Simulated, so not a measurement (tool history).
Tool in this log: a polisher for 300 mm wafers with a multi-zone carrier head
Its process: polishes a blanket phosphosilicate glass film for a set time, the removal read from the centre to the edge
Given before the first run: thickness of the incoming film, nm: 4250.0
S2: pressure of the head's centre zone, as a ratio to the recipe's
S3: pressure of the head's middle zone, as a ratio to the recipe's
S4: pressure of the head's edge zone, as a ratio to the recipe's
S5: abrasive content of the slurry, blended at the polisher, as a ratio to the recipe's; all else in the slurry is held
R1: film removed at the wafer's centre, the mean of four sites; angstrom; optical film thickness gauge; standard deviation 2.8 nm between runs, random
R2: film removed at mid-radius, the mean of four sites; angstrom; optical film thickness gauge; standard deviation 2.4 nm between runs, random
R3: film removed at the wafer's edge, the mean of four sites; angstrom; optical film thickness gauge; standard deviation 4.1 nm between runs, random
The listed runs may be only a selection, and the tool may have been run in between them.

Run 1, hour 0.0: flow of slurry (ml/min) 155, S2 1.00, S3 1.00, S4 1.00, S5 1.00, polishing time (s) 47. Result: R1 3574.9 angstrom, R2 3508.1 angstrom, R3 3496.0 angstrom.
Run 2, hour 3.3: flow of slurry (ml/min) 155, S2 1.00, S3 1.00, S4 1.00, S5 1.00, polishing time (s) 54. Result: R1 4079.3 angstrom, R2 4009.0 angstrom, R3 4047.6 angstrom.
Run 3, hour 8.9: flow of slurry (ml/min) 145, S2 0.96, S3 0.97, S4 0.98, S5 0.85, polishing time (s) 53. Result: R1 3497.8 angstrom, R2 3564.3 angstrom, R3 3576.6 angstrom.
Run 4, hour 16.4: flow of slurry (ml/min) 145, S2 0.96, S3 0.97, S4 1.04, S5 0.85, polishing time (s) 53. Result: R1 3578.6 angstrom, R2 3575.7 angstrom, R3 3725.1 angstrom.
Run 5, hour 17.4: flow of slurry (ml/min) 130, S2 0.96, S3 0.97, S4 1.04, S5 0.85, polishing time (s) 53. Result: R1 3451.2 angstrom, R2 3593.6 angstrom, R3 3732.2 angstrom.
Run 6, hour 24.8: flow of slurry (ml/min) 130, S2 0.93, S3 0.94, S4 1.02, S5 0.75, polishing time (s) 53. Result: R1 3072.8 angstrom, R2 3245.0 angstrom, R3 3378.6 angstrom.
Run 7, hour 33.7: flow of slurry (ml/min) 130, S2 0.91, S3 0.91, S4 0.99, S5 0.70, polishing time (s) 53. Result: R1 2985.4 angstrom, R2 3109.4 angstrom, R3 3182.9 angstrom.
Run 8, hour 38.3: flow of slurry (ml/min) 105, S2 0.81, S3 0.83, S4 1.00, S5 0.50, polishing time (s) 52. Result: R1 2116.4 angstrom, R2 2285.1 angstrom, R3 2610.1 angstrom.
Run 9, hour 47.2: flow of slurry (ml/min) 125, S2 0.82, S3 0.84, S4 0.99, S5 0.50, polishing time (s) 52. Result: R1 2124.4 angstrom, R2 2301.7 angstrom, R3 2637.8 angstrom.
Run 10, hour 49.7: flow of slurry (ml/min) 125, S2 0.84, S3 0.86, S4 0.99, S5 0.50, polishing time (s) 52. Result: R1 2164.2 angstrom, R2 2356.4 angstrom, R3 2574.8 angstrom.
Run 11, hour 51.6: flow of slurry (ml/min) 125, S2 0.86, S3 0.88, S4 1.01, S5 0.50, polishing time (s) 52. Result: R1 2231.9 angstrom, R2 2419.4 angstrom, R3 2606.4 angstrom.
Run 12, hour 54.5: flow of slurry (ml/min) 125, S2 0.87, S3 0.89, S4 1.02, S5 0.50, polishing time (s) 52. Result: R1 2205.1 angstrom, R2 2406.8 angstrom, R3 2549.4 angstrom.
Run 13, hour 63.3: flow of slurry (ml/min) 170, S2 0.88, S3 0.88, S4 1.04, S5 0.60, polishing time (s) 52. Result: R1 2656.6 angstrom, R2 2808.6 angstrom, R3 3048.8 angstrom.

Run 14, settings as shown, results not yet in. Your forecast:
Run 14, hour 66.0: flow of slurry (ml/min) 160, S2 0.88, S3 0.88, S4 1.02, S5 0.60, polishing time (s) 52. Result: R1 ?, R2 ?, R3 ?.

Run 14 yielded R1 2677.2 angstrom, R2 2784.2 angstrom, R3 3029.0 angstrom.

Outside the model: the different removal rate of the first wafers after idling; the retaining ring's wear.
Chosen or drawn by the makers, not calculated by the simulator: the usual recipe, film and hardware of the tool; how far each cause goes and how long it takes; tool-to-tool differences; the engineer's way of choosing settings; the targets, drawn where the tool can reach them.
